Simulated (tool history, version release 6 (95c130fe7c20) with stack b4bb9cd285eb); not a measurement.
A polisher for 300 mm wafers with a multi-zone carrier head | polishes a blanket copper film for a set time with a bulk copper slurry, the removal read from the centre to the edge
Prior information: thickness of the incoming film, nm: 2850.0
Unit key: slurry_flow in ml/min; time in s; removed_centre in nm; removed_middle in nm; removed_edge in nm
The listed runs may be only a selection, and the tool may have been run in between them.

run  hour  slurry_flow  centre_zone  middle_zone  edge_zone  slurry_solids  time  removed_centre  removed_middle  removed_edge
  1   0.0          270         1.00         1.00       1.00           1.00    82          856.94          858.61        880.50
  2   5.5          270         1.00         1.00       1.08           1.00    82          860.52          858.95        898.81
  3   8.6          270         1.00         1.00       1.01           1.00    82          859.71          867.41        876.31
  4  13.9          285         0.98         1.05       1.03           1.15    83          889.84          945.22        915.52
  5  22.5          290         0.95         1.08       1.06           1.25    85          916.02         1021.50        992.16
  6  26.4          305         0.94         1.11       1.06           1.30    85          918.08         1038.50        992.98
  7  32.4          275         0.85         1.19       1.00           1.40    96          939.44         1267.40       1095.80
  8  40.7          270         0.86         1.18       0.99           1.40    96          938.38         1247.10       1106.00

The next listed run, before its measurement:
  9  45.7          270         0.87         1.17       0.98           1.40    96               ?               ?             ?

removed_centre: 950.68 nm
removed_middle: 1264.20 nm
removed_edge: 1090.80 nm
